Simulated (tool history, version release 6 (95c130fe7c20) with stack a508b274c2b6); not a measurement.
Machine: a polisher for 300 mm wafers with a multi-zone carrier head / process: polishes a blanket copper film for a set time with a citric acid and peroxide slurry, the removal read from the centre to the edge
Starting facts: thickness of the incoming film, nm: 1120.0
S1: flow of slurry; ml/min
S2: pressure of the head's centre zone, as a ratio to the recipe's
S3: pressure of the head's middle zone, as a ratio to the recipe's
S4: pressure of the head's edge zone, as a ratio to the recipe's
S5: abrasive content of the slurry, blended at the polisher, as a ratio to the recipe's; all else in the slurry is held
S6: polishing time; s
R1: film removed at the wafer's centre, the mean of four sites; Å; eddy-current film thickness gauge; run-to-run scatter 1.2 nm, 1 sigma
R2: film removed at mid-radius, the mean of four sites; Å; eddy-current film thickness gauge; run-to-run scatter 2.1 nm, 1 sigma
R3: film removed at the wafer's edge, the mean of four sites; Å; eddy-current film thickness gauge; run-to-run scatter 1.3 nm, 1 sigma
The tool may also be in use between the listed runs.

{"run": 1, "hour": 0.0, "S1": 265, "S2": 1.0, "S3": 1.0, "S4": 1.0, "S5": 1.0, "S6": 55, "R1": 1194.8, "R2": 1215.6, "R3": 1194.6}
{"run": 2, "hour": 5.3, "S1": 275, "S2": 1.02, "S3": 1.01, "S4": 1.01, "S5": 1.05, "S6": 55, "R1": 1238.2, "R2": 1182.2, "R3": 1209.5}
{"run": 3, "hour": 8.6, "S1": 275, "S2": 1.02, "S3": 1.01, "S4": 1.08, "S5": 1.05, "S6": 55, "R1": 1249.7, "R2": 1223.6, "R3": 1246.6}
{"run": 4, "hour": 11.8, "S1": 275, "S2": 1.04, "S3": 1.03, "S4": 1.08, "S5": 1.1, "S6": 56, "R1": 1307.9, "R2": 1282.1, "R3": 1287.2}
{"run": 5, "hour": 17.0, "S1": 275, "S2": 1.11, "S3": 1.03, "S4": 1.08, "S5": 1.1, "S6": 56, "R1": 1401.4, "R2": 1280.4, "R3": 1288.1}
{"run": 6, "hour": 22.8, "S1": 275, "S2": 1.11, "S3": 1.03, "S4": 1.12, "S5": 1.1, "S6": 56, "R1": 1401.7, "R2": 1241.2, "R3": 1301.9}
{"run": 7, "hour": 26.1, "S1": 275, "S2": 1.11, "S3": 1.03, "S4": 1.12, "S5": 1.1, "S6": 56, "R1": 1396.7, "R2": 1262.7, "R3": 1292.4}

Run 8 is up next; what results do you expect?
{"run": 8, "hour": 30.1, "S1": 350, "S2": 1.19, "S3": 1.1, "S4": 1.13, "S5": 1.35, "S6": 58, "R1": "?", "R2": "?", "R3": "?"}

R1: 1674.4 Å
R2: 1501.7 Å
R3: 1462.5 Å
